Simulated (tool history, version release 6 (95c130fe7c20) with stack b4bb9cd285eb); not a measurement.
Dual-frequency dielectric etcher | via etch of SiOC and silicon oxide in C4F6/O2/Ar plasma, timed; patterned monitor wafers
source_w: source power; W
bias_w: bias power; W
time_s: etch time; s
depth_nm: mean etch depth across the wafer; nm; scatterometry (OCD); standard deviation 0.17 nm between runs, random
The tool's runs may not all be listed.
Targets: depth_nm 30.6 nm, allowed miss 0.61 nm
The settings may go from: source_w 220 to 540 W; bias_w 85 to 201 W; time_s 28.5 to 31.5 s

run,hour,source_w,bias_w,time_s,depth_nm
1,0,380,143,31.5,34.51
2,8.1,350,141,31.5,33.631
3,14.6,320,138,31.5,32.565
4,17.3,300,136,31.5,32.108
5,19.9,300,155,31.5,33.739
6,27.5,300,169,31.5,34.99
7,35,280,161,31.5,33.509
8,38.6,220,147,31,29.97

Consider the 4 candidate settings below. Which is the only one whose results all fall within their allowed miss of target?
A,42.2,290,173,29.5,?
B,42.2,230,163,31,?
C,42.2,220,146,31.5,?
D,42.2,280,131,30,?

move,depth_nm
A,32.719
B,31.594
C,30.266
D,29.223
A: the result that was furthest off in the last run now lies on the other side of its target
B: the result that was furthest off in the last run now lies on the other side of its target
C: each result inside its tolerance
D: the biggest miss grows against the last run
Answer: C
